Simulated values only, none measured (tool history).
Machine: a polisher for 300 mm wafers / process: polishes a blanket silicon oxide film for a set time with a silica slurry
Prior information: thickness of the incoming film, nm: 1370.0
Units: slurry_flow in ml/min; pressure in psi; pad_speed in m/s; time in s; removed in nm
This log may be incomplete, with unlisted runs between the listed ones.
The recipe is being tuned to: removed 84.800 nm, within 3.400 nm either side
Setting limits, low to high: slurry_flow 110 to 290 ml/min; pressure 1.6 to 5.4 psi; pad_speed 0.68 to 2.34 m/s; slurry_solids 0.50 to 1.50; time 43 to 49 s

{"run": 1, "hour": 0.0, "slurry_flow": 185, "pressure": 3.5, "pad_speed": 1.5, "slurry_solids": 1.0, "time": 49, "removed": 160.17}
{"run": 2, "hour": 7.4, "slurry_flow": 140, "pressure": 3.5, "pad_speed": 1.5, "slurry_solids": 1.0, "time": 49, "removed": 149.48}
{"run": 3, "hour": 10.4, "slurry_flow": 135, "pressure": 2.9, "pad_speed": 1.48, "slurry_solids": 1.0, "time": 49, "removed": 123.47}
{"run": 4, "hour": 18.7, "slurry_flow": 135, "pressure": 2.9, "pad_speed": 1.8, "slurry_solids": 1.0, "time": 49, "removed": 141.99}
{"run": 5, "hour": 21.7, "slurry_flow": 135, "pressure": 2.9, "pad_speed": 2.02, "slurry_solids": 1.0, "time": 49, "removed": 151.83}
{"run": 6, "hour": 23.8, "slurry_flow": 165, "pressure": 2.9, "pad_speed": 2.02, "slurry_solids": 1.0, "time": 49, "removed": 160.81}
{"run": 7, "hour": 32.2, "slurry_flow": 155, "pressure": 2.5, "pad_speed": 1.88, "slurry_solids": 1.0, "time": 49, "removed": 127.4}
{"run": 8, "hour": 33.6, "slurry_flow": 155, "pressure": 2.2, "pad_speed": 1.84, "slurry_solids": 1.0, "time": 49, "removed": 112.7}

Of the 5 settings listed for the next run, only one would bring every result within its allowed miss of target. Which one?
{"run": "A", "hour": 35.0, "slurry_flow": 165, "pressure": 2.6, "pad_speed": 2.2, "slurry_solids": 1.0, "time": 49, "removed": "?"}
{"run": "B", "hour": 35.0, "slurry_flow": 175, "pressure": 2.7, "pad_speed": 1.88, "slurry_solids": 0.95, "time": 46, "removed": "?"}
{"run": "C", "hour": 35.0, "slurry_flow": 130, "pressure": 2.0, "pad_speed": 1.74, "slurry_solids": 1.0, "time": 43, "removed": "?"}
{"run": "D", "hour": 35.0, "slurry_flow": 140, "pressure": 2.6, "pad_speed": 1.76, "slurry_solids": 0.9, "time": 48, "removed": "?"}
{"run": "E", "hour": 35.0, "slurry_flow": 190, "pressure": 3.2, "pad_speed": 2.02, "slurry_solids": 1.1, "time": 49, "removed": "?"}

move=A removed=153.290
move=B removed=131.950
move=C removed=85.118
move=D removed=119.500
move=E removed=186.850
A: moves away from the targets compared with the last run
B: moves away from the targets compared with the last run
C: all results land within tolerance of their targets
D: moves away from the targets compared with the last run
E: moves away from the targets compared with the last run
So the answer is move C, the one that meets all the targets.
